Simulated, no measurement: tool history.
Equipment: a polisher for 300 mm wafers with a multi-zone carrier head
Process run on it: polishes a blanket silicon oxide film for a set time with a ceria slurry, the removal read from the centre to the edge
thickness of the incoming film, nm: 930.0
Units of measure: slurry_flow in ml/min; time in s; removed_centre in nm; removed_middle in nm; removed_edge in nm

{"run": 1, "day": 0.0, "slurry_flow": 315, "centre_zone": 1, "middle_zone": 1, "edge_zone": 1, "time": 71, "removed_centre": 276.82, "removed_middle": 268.26, "removed_edge": 277.32}
{"run": 2, "day": 0.154, "slurry_flow": 315, "centre_zone": 1.01, "middle_zone": 1.01, "edge_zone": 0.98, "time": 67, "removed_centre": 262.78, "removed_middle": 253.93, "removed_edge": 262.8}
{"run": 3, "day": 0.208, "slurry_flow": 315, "centre_zone": 1.01, "middle_zone": 1.01, "edge_zone": 0.98, "time": 83, "removed_centre": 332.28, "removed_middle": 316.37, "removed_edge": 319.76}
{"run": 4, "day": 0.392, "slurry_flow": 315, "centre_zone": 1.02, "middle_zone": 1.02, "edge_zone": 0.96, "time": 78, "removed_centre": 316.4, "removed_middle": 310.35, "removed_edge": 302.3}
{"run": 5, "day": 0.738, "slurry_flow": 315, "centre_zone": 1.02, "middle_zone": 1.1, "edge_zone": 0.96, "time": 78, "removed_centre": 307.93, "removed_middle": 323.86, "removed_edge": 297.77}
{"run": 6, "day": 0.838, "slurry_flow": 315, "centre_zone": 1.03, "middle_zone": 1.1, "edge_zone": 0.95, "time": 73, "removed_centre": 299.01, "removed_middle": 293.84, "removed_edge": 278.72}
{"run": 7, "day": 1.183, "slurry_flow": 315, "centre_zone": 1.03, "middle_zone": 1.11, "edge_zone": 0.93, "time": 69, "removed_centre": 280.57, "removed_middle": 292.14, "removed_edge": 262.12}
{"run": 8, "day": 1.454, "slurry_flow": 315, "centre_zone": 1.04, "middle_zone": 1.1, "edge_zone": 0.92, "time": 65, "removed_centre": 263.27, "removed_middle": 263.7, "removed_edge": 243.27}

Run 9 has not been measured yet. What should we expect?
{"run": 9, "day": 1.729, "slurry_flow": 315, "centre_zone": 1.05, "middle_zone": 1.1, "edge_zone": 0.91, "time": 62, "removed_centre": "?", "removed_middle": "?", "removed_edge": "?"}

{"run 9": {"removed_centre": 259.35, "removed_middle": 252.53, "removed_edge": 229.84}}
